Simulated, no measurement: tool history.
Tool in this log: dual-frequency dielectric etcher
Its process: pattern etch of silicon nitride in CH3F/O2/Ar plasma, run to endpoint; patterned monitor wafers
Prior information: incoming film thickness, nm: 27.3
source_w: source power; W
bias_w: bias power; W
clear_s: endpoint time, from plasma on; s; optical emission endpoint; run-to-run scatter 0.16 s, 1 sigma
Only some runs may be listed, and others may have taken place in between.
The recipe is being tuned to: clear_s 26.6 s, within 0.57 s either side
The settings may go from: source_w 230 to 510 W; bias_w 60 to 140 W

{"run": 1, "hour": 0.0, "source_w": 370, "bias_w": 100, "clear_s": 29.071}
{"run": 2, "hour": 2.2, "source_w": 370, "bias_w": 90, "clear_s": 31.226}
{"run": 3, "hour": 6.8, "source_w": 370, "bias_w": 82, "clear_s": 32.47}
{"run": 4, "hour": 12.3, "source_w": 370, "bias_w": 74, "clear_s": 34.408}
{"run": 5, "hour": 20.7, "source_w": 370, "bias_w": 86, "clear_s": 31.677}
{"run": 6, "hour": 28.7, "source_w": 400, "bias_w": 86, "clear_s": 30.962}
{"run": 7, "hour": 31.1, "source_w": 410, "bias_w": 88, "clear_s": 30.579}
{"run": 8, "hour": 38.5, "source_w": 420, "bias_w": 90, "clear_s": 29.36}
{"run": 9, "hour": 42.0, "source_w": 430, "bias_w": 90, "clear_s": 29.393}
{"run": 10, "hour": 45.1, "source_w": 500, "bias_w": 106, "clear_s": 25.636}

Below are 4 possible settings for the next run. Only one of them brings all results inside the allowed miss of their targets. Which is it?
{"run": "A", "hour": 48.2, "source_w": 500, "bias_w": 90, "clear_s": "?"}
{"run": "B", "hour": 48.2, "source_w": 440, "bias_w": 106, "clear_s": "?"}
{"run": "C", "hour": 48.2, "source_w": 460, "bias_w": 117, "clear_s": "?"}
{"run": "D", "hour": 48.2, "source_w": 480, "bias_w": 92, "clear_s": "?"}

move=A clear_s=28.449
move=B clear_s=27.024
move=C clear_s=25.251
move=D clear_s=28.466
A: pushes the last run's worst result past its target
B: every result lands within tolerance
C: lands further from the targets than the last run did
D: pushes the last run's worst result past its target
B meets every target.

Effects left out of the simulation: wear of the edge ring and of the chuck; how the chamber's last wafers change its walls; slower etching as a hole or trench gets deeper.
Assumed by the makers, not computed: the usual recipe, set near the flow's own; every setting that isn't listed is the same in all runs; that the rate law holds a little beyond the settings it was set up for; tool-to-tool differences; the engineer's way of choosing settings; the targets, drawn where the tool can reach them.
